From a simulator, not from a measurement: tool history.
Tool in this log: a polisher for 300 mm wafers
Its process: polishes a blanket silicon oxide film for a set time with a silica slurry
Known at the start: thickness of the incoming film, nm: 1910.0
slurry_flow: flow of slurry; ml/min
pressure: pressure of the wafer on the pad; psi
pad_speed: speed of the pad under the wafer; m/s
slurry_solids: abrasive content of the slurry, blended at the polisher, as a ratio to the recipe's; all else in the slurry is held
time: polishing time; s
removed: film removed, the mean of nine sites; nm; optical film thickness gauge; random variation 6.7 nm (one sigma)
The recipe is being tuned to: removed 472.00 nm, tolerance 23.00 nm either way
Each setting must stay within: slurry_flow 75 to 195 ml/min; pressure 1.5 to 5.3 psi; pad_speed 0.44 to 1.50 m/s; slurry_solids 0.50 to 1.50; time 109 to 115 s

| run | hour | slurry_flow | pressure | pad_speed | slurry_solids | time | removed |
|---|---|---|---|---|---|---|---|
| 1 | 0.0 | 125 | 3.4 | 0.96 | 1.00 | 109 | 294.13 |
| 2 | 4.3 | 145 | 3.4 | 0.96 | 1.00 | 109 | 308.71 |
| 3 | 7.1 | 150 | 3.7 | 0.96 | 1.00 | 109 | 322.35 |
| 4 | 13.5 | 150 | 3.7 | 0.96 | 1.15 | 109 | 355.09 |
| 5 | 21.4 | 150 | 3.7 | 1.10 | 1.15 | 109 | 390.46 |
| 6 | 29.9 | 150 | 3.9 | 1.10 | 1.15 | 109 | 415.50 |
| 7 | 38.1 | 150 | 4.0 | 1.10 | 1.15 | 109 | 409.92 |
| 8 | 42.9 | 150 | 4.1 | 1.10 | 1.15 | 109 | 429.50 |
| 9 | 46.2 | 150 | 4.2 | 1.10 | 1.15 | 109 | 441.14 |

Which one of the following 5 next-run settings gets every result inside its allowed miss? There is exactly one.
| A | 49.5 | 155 | 4.2 | 1.04 | 1.15 | 109 | ? |
| B | 49.5 | 170 | 4.3 | 1.16 | 1.00 | 109 | ? |
| C | 49.5 | 165 | 5.3 | 0.84 | 0.90 | 115 | ? |
| D | 49.5 | 195 | 5.3 | 0.92 | 1.00 | 115 | ? |
| E | 49.5 | 145 | 4.4 | 1.00 | 1.00 | 111 | ? |

| move | removed |
|---|---|
| A | 416.59 |
| B | 430.24 |
| C | 386.74 |
| D | 458.84 |
| E | 388.30 |
A: the biggest miss grows against the last run
B: the biggest miss grows against the last run
C: the biggest miss grows against the last run
D: each result inside its tolerance
E: the biggest miss grows against the last run
Answer: D
